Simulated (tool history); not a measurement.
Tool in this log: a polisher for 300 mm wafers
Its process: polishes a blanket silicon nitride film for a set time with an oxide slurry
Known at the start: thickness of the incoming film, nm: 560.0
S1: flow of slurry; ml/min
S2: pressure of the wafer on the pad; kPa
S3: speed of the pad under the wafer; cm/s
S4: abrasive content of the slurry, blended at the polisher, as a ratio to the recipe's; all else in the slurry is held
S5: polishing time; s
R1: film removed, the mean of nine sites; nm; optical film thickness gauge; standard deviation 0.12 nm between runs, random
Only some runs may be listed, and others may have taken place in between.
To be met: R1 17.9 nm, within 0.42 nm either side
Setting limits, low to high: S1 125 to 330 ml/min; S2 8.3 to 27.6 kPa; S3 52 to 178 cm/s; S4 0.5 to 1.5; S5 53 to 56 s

{"run": 1, "hour": 0.0, "S1": 210, "S2": 17.9, "S3": 114, "S4": 1, "S5": 53, "R1": 26.217}
{"run": 2, "hour": 3.0, "S1": 200, "S2": 15.9, "S3": 114, "S4": 1, "S5": 53, "R1": 23.135}
{"run": 3, "hour": 9.3, "S1": 190, "S2": 14.5, "S3": 114, "S4": 1, "S5": 53, "R1": 21.001}
{"run": 4, "hour": 10.7, "S1": 180, "S2": 13.8, "S3": 114, "S4": 1, "S5": 53, "R1": 20.063}
{"run": 5, "hour": 17.0, "S1": 170, "S2": 13.1, "S3": 114, "S4": 1, "S5": 53, "R1": 18.742}
{"run": 6, "hour": 20.4, "S1": 170, "S2": 9.7, "S3": 114, "S4": 1, "S5": 53, "R1": 14.011}
{"run": 7, "hour": 21.6, "S1": 170, "S2": 10.3, "S3": 114, "S4": 1, "S5": 53, "R1": 14.918}
{"run": 8, "hour": 25.4, "S1": 170, "S2": 11, "S3": 114, "S4": 1, "S5": 53, "R1": 15.839}
{"run": 9, "hour": 31.3, "S1": 170, "S2": 11.7, "S3": 114, "S4": 1, "S5": 53, "R1": 16.754}

Exercise: of the 4 proposed moves below, exactly one satisfies all targets within the stated allowed misses. Which move is it?
{"run": "A", "hour": 37.2, "S1": 175, "S2": 11.7, "S3": 118, "S4": 1.05, "S5": 54, "R1": "?"}
{"run": "B", "hour": 37.2, "S1": 195, "S2": 11.7, "S3": 112, "S4": 0.85, "S5": 55, "R1": "?"}
{"run": "C", "hour": 37.2, "S1": 185, "S2": 10.3, "S3": 124, "S4": 1, "S5": 53, "R1": "?"}
{"run": "D", "hour": 37.2, "S1": 125, "S2": 11.7, "S3": 102, "S4": 1.15, "S5": 53, "R1": "?"}

move=A R1=18.018
move=B R1=16.321
move=C R1=16.053
move=D R1=15.654
A: all results in spec
B: the biggest miss grows against the last run
C: the biggest miss grows against the last run
D: the biggest miss grows against the last run
A is the move that brings every result within its allowed miss.
